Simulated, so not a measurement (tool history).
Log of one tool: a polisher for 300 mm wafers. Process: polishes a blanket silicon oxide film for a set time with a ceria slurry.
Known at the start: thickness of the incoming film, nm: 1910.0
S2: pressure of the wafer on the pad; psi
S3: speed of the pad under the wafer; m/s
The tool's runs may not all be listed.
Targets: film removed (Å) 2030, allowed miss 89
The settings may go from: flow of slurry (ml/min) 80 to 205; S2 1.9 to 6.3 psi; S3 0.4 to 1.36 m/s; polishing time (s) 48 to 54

{"run": 1, "day": 0.0, "flow of slurry (ml/min)": 135, "S2": 4.1, "S3": 0.88, "polishing time (s)": 54, "film removed (Å)": 2646.7}
{"run": 2, "day": 0.183, "flow of slurry (ml/min)": 135, "S2": 4, "S3": 0.88, "polishing time (s)": 54, "film removed (Å)": 2551.7}
{"run": 3, "day": 0.462, "flow of slurry (ml/min)": 135, "S2": 4, "S3": 0.74, "polishing time (s)": 54, "film removed (Å)": 2190.4}
{"run": 4, "day": 0.754, "flow of slurry (ml/min)": 135, "S2": 4, "S3": 0.56, "polishing time (s)": 54, "film removed (Å)": 1707.9}
{"run": 5, "day": 0.962, "flow of slurry (ml/min)": 135, "S2": 4.1, "S3": 0.56, "polishing time (s)": 54, "film removed (Å)": 1743.4}
{"run": 6, "day": 1.071, "flow of slurry (ml/min)": 135, "S2": 4.2, "S3": 0.56, "polishing time (s)": 54, "film removed (Å)": 1774.9}
{"run": 7, "day": 1.246, "flow of slurry (ml/min)": 135, "S2": 4.3, "S3": 0.56, "polishing time (s)": 54, "film removed (Å)": 1817.4}
{"run": 8, "day": 1.417, "flow of slurry (ml/min)": 135, "S2": 4.4, "S3": 0.56, "polishing time (s)": 54, "film removed (Å)": 1865}
{"run": 9, "day": 1.746, "flow of slurry (ml/min)": 140, "S2": 4.6, "S3": 0.56, "polishing time (s)": 54, "film removed (Å)": 1924.7}

5 next moves are on the table. One of them brings every result within its allowed miss. Which?
{"run": "A", "day": 2.075, "flow of slurry (ml/min)": 165, "S2": 5.3, "S3": 0.52, "polishing time (s)": 54, "film removed (Å)": "?"}
{"run": "B", "day": 2.075, "flow of slurry (ml/min)": 140, "S2": 4.6, "S3": 0.56, "polishing time (s)": 51, "film removed (Å)": "?"}
{"run": "C", "day": 2.075, "flow of slurry (ml/min)": 130, "S2": 4.5, "S3": 0.56, "polishing time (s)": 54, "film removed (Å)": "?"}
{"run": "D", "day": 2.075, "flow of slurry (ml/min)": 135, "S2": 5.7, "S3": 0.48, "polishing time (s)": 50, "film removed (Å)": "?"}
{"run": "E", "day": 2.075, "flow of slurry (ml/min)": 155, "S2": 5.3, "S3": 0.52, "polishing time (s)": 48, "film removed (Å)": "?"}

move=A film_removed_(Å)=2055.2
move=B film_removed_(Å)=1807.8
move=C film_removed_(Å)=1862.5
move=D film_removed_(Å)=1838.3
move=E film_removed_(Å)=1812.1
A: meets every target
B: further off than the last run
C: further off than the last run
D: further off than the last run
E: further off than the last run
Answer: A

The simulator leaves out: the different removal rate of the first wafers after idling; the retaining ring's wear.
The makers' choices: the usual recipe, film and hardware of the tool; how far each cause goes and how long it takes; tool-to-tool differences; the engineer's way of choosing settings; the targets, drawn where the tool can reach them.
